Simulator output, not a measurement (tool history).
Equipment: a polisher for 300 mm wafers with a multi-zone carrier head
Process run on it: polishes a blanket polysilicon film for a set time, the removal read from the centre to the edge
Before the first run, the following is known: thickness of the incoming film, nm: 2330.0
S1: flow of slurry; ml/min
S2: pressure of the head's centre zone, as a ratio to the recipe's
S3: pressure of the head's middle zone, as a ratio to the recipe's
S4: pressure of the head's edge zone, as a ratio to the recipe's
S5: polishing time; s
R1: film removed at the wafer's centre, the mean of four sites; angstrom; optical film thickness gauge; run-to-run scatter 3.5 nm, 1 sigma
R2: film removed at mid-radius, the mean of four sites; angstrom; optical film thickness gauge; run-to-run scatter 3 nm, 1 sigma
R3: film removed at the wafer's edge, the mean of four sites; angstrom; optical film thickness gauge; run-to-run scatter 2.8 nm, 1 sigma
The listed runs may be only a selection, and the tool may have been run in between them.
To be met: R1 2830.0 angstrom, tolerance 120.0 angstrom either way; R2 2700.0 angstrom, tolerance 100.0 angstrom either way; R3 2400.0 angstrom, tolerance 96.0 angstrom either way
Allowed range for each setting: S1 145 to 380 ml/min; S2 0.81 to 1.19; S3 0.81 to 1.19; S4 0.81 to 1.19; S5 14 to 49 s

Run 1, hour 0.0: S1 245 ml/min, S2 1.00, S3 1.00, S4 1.00, S5 31 s. Result: R1 1941.4 angstrom, R2 1869.6 angstrom, R3 1991.8 angstrom.
Run 2, hour 1.2: S1 305 ml/min, S2 1.00, S3 1.00, S4 1.00, S5 31 s. Result: R1 2008.7 angstrom, R2 1933.4 angstrom, R3 1984.4 angstrom.
Run 3, hour 8.4: S1 275 ml/min, S2 1.00, S3 1.00, S4 1.00, S5 31 s. Result: R1 1950.3 angstrom, R2 1910.9 angstrom, R3 1990.3 angstrom.
Run 4, hour 15.8: S1 285 ml/min, S2 1.05, S3 1.05, S4 1.00, S5 33 s. Result: R1 2230.6 angstrom, R2 2191.0 angstrom, R3 2103.9 angstrom.
Run 5, hour 18.8: S1 285 ml/min, S2 0.98, S3 1.05, S4 1.00, S5 33 s. Result: R1 2021.4 angstrom, R2 2181.7 angstrom, R3 2108.8 angstrom.
Run 6, hour 27.0: S1 285 ml/min, S2 0.98, S3 1.05, S4 1.00, S5 27 s. Result: R1 1667.4 angstrom, R2 1775.7 angstrom, R3 1733.2 angstrom.
Run 7, hour 31.2: S1 290 ml/min, S2 1.04, S3 1.08, S4 1.02, S5 30 s. Result: R1 2026.7 angstrom, R2 2007.3 angstrom, R3 1942.9 angstrom.
Run 8, hour 35.3: S1 290 ml/min, S2 1.04, S3 1.08, S4 1.02, S5 30 s. Result: R1 2034.6 angstrom, R2 2004.8 angstrom, R3 1920.1 angstrom.

Below are 4 possible settings for the next run. Only one of them brings all results inside the allowed miss of their targets. Which is it?
Run A, hour 39.4: S1 330 ml/min, S2 1.07, S3 1.15, S4 1.03, S5 37 s. Result: R1 ?, R2 ?, R3 ?.
Run B, hour 39.4: S1 335 ml/min, S2 1.17, S3 1.15, S4 1.03, S5 37 s. Result: R1 ?, R2 ?, R3 ?.
Run C, hour 39.4: S1 380 ml/min, S2 1.06, S3 1.11, S4 1.02, S5 41 s. Result: R1 ?, R2 ?, R3 ?.
Run D, hour 39.4: S1 380 ml/min, S2 1.19, S3 1.17, S4 1.05, S5 39 s. Result: R1 ?, R2 ?, R3 ?.

move      R1      R2      R3
   A  2589.4  2693.3  2405.4
   B  2837.4  2695.6  2407.9
   C  2879.7  2930.4  2680.1
   D  3078.9  2914.5  2581.0
A: brings the result that was furthest off to its target, and leaves another outside
B: all results land within tolerance of their targets
C: pushes the last run's worst result past its target
D: pushes the last run's worst result past its target
The right move is B.
